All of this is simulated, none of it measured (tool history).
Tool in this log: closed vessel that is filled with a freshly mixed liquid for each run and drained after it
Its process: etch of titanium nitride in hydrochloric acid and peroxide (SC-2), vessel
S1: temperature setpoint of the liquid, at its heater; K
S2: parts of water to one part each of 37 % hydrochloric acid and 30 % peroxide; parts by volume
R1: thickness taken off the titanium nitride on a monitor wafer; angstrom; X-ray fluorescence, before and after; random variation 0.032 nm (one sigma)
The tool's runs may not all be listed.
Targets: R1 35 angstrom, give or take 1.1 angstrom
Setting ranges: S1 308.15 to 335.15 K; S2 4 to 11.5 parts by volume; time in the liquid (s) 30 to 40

run 1 hour=0 | S1=319.15 S2=6.5 time_in_the_liquid_(s)=40 | R1=13.084
run 2 hour=4.2 | S1=323.15 S2=6.5 time_in_the_liquid_(s)=40 | R1=17.053
run 3 hour=7.4 | S1=326.15 S2=6.5 time_in_the_liquid_(s)=40 | R1=20.686
run 4 hour=11.1 | S1=328.15 S2=6.5 time_in_the_liquid_(s)=40 | R1=24.189
run 5 hour=14.9 | S1=329.65 S2=6.5 time_in_the_liquid_(s)=40 | R1=25.905
run 6 hour=16.1 | S1=331.15 S2=6.5 time_in_the_liquid_(s)=40 | R1=29.189
run 7 hour=22.4 | S1=331.15 S2=6.5 time_in_the_liquid_(s)=40 | R1=28.935
run 8 hour=29.1 | S1=332.15 S2=6.5 time_in_the_liquid_(s)=40 | R1=30.317
run 9 hour=31.3 | S1=332.15 S2=6.5 time_in_the_liquid_(s)=40 | R1=31.11
run 10 hour=32.8 | S1=332.15 S2=6.5 time_in_the_liquid_(s)=40 | R1=30.745

Exactly one of the 5 candidate moves below puts every result within its allowed miss. Which one?
run A hour=34.3 | S1=334.65 S2=6 time_in_the_liquid_(s)=40 | R1=?
run B hour=34.3 | S1=330.65 S2=5.5 time_in_the_liquid_(s)=40 | R1=?
run C hour=34.3 | S1=334.15 S2=6.5 time_in_the_liquid_(s)=40 | R1=?
run D hour=34.3 | S1=330.15 S2=6.5 time_in_the_liquid_(s)=40 | R1=?
run E hour=34.3 | S1=330.15 S2=4 time_in_the_liquid_(s)=40 | R1=?

move=A R1=37.521
move=B R1=31.129
move=C R1=34.22
move=D R1=26.585
move=E R1=37.748
A: carries the result that was furthest off beyond its target, to the other side
B: nearer than the last run, and not there yet
C: each result inside its tolerance
D: lands further from the targets than the last run did
E: carries the result that was furthest off beyond its target, to the other side
Correct choice: C, which meets every target
